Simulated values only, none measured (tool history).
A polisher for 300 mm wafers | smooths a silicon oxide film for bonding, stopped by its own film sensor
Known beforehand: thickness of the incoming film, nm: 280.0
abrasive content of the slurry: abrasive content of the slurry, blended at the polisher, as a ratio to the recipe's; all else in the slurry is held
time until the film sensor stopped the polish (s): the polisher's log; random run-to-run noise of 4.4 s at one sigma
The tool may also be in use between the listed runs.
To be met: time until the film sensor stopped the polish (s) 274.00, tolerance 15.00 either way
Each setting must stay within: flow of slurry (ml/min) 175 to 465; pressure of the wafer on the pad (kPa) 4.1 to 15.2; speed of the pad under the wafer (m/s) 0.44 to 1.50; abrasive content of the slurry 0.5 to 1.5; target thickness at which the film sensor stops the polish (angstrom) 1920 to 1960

run,hour,flow of slurry (ml/min),pressure of the wafer on the pad (kPa),speed of the pad under the wafer (m/s),abrasive content of the slurry,target thickness at which the film sensor stops the polish (angstrom),time until the film sensor stopped the polish (s)
1,0.0,295,9.7,0.96,1.0,1960,156.03
2,8.9,295,8.3,0.94,1.0,1960,192.93
3,14.9,295,7.6,0.94,1.0,1960,212.06
4,23.1,295,7.6,1.18,1.0,1960,177.92
5,30.6,295,6.9,1.18,1.0,1960,199.13
6,38.4,295,9.0,1.18,1.0,1960,153.72
7,42.8,295,7.6,1.16,1.0,1960,180.67
8,49.5,295,6.9,1.16,1.0,1960,198.98
9,56.1,295,4.1,1.12,1.0,1960,330.46

Next run, 5 choices. One meets every target within its allowed miss, the rest don't. Which?
A,62.7,320,5.5,1.02,0.9,1960,?
B,62.7,270,4.1,1.40,0.7,1920,?
C,62.7,310,5.5,1.20,1.0,1960,?
D,62.7,290,6.9,0.92,1.0,1920,?
E,62.7,300,5.5,1.20,1.0,1960,?

move,time until the film sensor stopped the polish (s)
A,272.71
B,351.62
C,237.56
D,236.09
E,238.20
A: all results in spec
B: misses by more than the last run did
C: carries the result that was furthest off beyond its target, to the other side
D: carries the result that was furthest off beyond its target, to the other side
E: carries the result that was furthest off beyond its target, to the other side
The right move is A.

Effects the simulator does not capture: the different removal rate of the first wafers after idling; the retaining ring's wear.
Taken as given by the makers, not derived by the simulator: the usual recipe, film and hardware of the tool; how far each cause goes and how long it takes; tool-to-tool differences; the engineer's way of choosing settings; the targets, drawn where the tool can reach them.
